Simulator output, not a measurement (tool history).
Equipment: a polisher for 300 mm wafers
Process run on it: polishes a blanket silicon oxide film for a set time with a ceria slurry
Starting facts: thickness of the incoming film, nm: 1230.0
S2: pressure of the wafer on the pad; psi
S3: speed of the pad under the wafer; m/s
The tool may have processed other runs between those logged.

run 1 hour=0.0 | flow_of_slurry_(ml/min)=205 S2=3.5 S3=1.02 polishing_time_(s)=40 | film_removed_(Å)=1833.3
run 2 hour=1.4 | flow_of_slurry_(ml/min)=210 S2=3.9 S3=1.02 polishing_time_(s)=40 | film_removed_(Å)=1992.6
run 3 hour=5.1 | flow_of_slurry_(ml/min)=210 S2=4.3 S3=1.02 polishing_time_(s)=40 | film_removed_(Å)=2185.8
run 4 hour=6.2 | flow_of_slurry_(ml/min)=210 S2=4.3 S3=1.02 polishing_time_(s)=36 | film_removed_(Å)=1969.5
run 5 hour=10.2 | flow_of_slurry_(ml/min)=210 S2=4.3 S3=1.02 polishing_time_(s)=36 | film_removed_(Å)=1970.3
run 6 hour=11.0 | flow_of_slurry_(ml/min)=210 S2=4.6 S3=1.04 polishing_time_(s)=36 | film_removed_(Å)=2086.2
run 7 hour=11.7 | flow_of_slurry_(ml/min)=210 S2=4.6 S3=1.04 polishing_time_(s)=36 | film_removed_(Å)=2125.9

Run 8, settings as shown, results not yet in. Your forecast:
run 8 hour=20.1 | flow_of_slurry_(ml/min)=215 S2=4.8 S3=1.06 polishing_time_(s)=36 | film_removed_(Å)=?

Run 8 came out at film removed (Å) 2202.8.
